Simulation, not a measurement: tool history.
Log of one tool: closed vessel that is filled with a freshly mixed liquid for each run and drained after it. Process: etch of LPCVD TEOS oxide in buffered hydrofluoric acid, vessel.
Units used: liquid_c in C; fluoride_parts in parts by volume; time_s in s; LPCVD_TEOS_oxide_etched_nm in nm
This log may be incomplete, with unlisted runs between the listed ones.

| run | hour | liquid_c | fluoride_parts | time_s | LPCVD_TEOS_oxide_etched_nm |
|---|---|---|---|---|---|
| 1 | 0.0 | 20.0 | 15.5 | 105 | 206.93 |
| 2 | 2.0 | 19.5 | 15.5 | 105 | 203.97 |
| 3 | 7.8 | 19.0 | 15.5 | 105 | 198.48 |
| 4 | 14.5 | 18.5 | 15.5 | 105 | 192.66 |
| 5 | 17.0 | 18.5 | 20.0 | 105 | 149.49 |
| 6 | 21.7 | 18.5 | 23.5 | 105 | 135.88 |
| 7 | 24.7 | 20.0 | 23.5 | 105 | 145.18 |
| 8 | 33.0 | 21.0 | 23.5 | 105 | 154.33 |
| 9 | 41.9 | 22.0 | 23.5 | 105 | 161.64 |
| 10 | 44.6 | 22.5 | 23.5 | 105 | 166.61 |

Run 11 comes next. What will it give?
| 11 | 50.5 | 23.0 | 23.5 | 105 | ? |

{"run 11": {"LPCVD_TEOS_oxide_etched_nm": 173.37}}
